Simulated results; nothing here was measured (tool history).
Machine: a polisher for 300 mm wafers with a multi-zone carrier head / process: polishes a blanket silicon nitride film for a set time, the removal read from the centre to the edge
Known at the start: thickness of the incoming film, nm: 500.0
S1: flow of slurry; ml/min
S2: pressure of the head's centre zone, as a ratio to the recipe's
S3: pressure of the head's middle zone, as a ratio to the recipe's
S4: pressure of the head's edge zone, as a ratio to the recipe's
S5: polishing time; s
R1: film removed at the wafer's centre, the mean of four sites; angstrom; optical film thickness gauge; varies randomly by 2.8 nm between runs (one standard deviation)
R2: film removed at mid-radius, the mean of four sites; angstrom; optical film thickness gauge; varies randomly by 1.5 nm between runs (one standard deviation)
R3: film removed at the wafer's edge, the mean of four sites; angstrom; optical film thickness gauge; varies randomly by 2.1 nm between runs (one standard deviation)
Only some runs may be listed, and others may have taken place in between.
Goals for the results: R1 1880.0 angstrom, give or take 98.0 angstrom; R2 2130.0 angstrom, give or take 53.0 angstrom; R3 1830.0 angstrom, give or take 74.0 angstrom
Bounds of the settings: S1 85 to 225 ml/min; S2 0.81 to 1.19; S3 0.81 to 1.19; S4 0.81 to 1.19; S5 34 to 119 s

run  hour   S1    S2    S3    S4   S5      R1      R2      R3
  1   0.0  145  1.00  1.00  1.00   76  1281.9  1251.3  1274.7
  2   5.4  160  1.00  1.00  1.00   76  1310.5  1302.9  1293.5
  3   8.1  160  1.00  0.93  1.00   76  1290.6  1210.6  1286.2
  4  15.1  170  1.00  0.99  1.02   80  1366.0  1346.6  1368.7
  5  17.7  150  1.00  0.99  1.02   80  1329.0  1306.9  1345.2
  6  24.2  150  1.00  0.99  1.06   80  1297.0  1326.7  1382.3
  7  27.8  165  1.01  1.04  1.07   84  1418.8  1488.4  1463.3
  8  34.4  175  1.02  1.07  1.08   88  1508.7  1582.1  1522.7
  9  37.0  180  1.02  1.10  1.08   92  1555.7  1691.1  1606.8
 10  42.4  190  1.02  1.12  1.07   95  1687.3  1812.5  1649.7
 11  47.1  195  1.02  1.14  1.08   97  1760.0  1882.6  1714.5
 12  53.4  200  1.01  1.15  1.07   98  1736.5  1951.3  1712.7
 13  55.0  205  1.01  1.16  1.08   99  1796.1  1939.9  1777.1
 14  59.6  200  1.01  1.17  1.08  100  1794.4  2002.3  1780.8

Which single option among these 4 for the next run brings every result within its allowed miss of target? Just one does.
  A  64.2  210  0.95  1.19  1.06  112   ?   ?   ?
  B  64.2  210  1.00  1.16  0.99  106   ?   ?   ?
  C  64.2  165  0.88  1.19  1.14  113   ?   ?   ?
  D  64.2  195  0.97  1.19  1.11  111   ?   ?   ?

move      R1      R2      R3
   A  1900.9  2256.1  1985.1
   B  1894.1  2088.3  1826.9
   C  1705.6  2196.5  2013.1
   D  1902.0  2212.8  1991.5
A: takes the result that was furthest off past its target
B: meets every target
C: takes the result that was furthest off past its target
D: takes the result that was furthest off past its target
So the answer is move B, the one that meets all the targets.
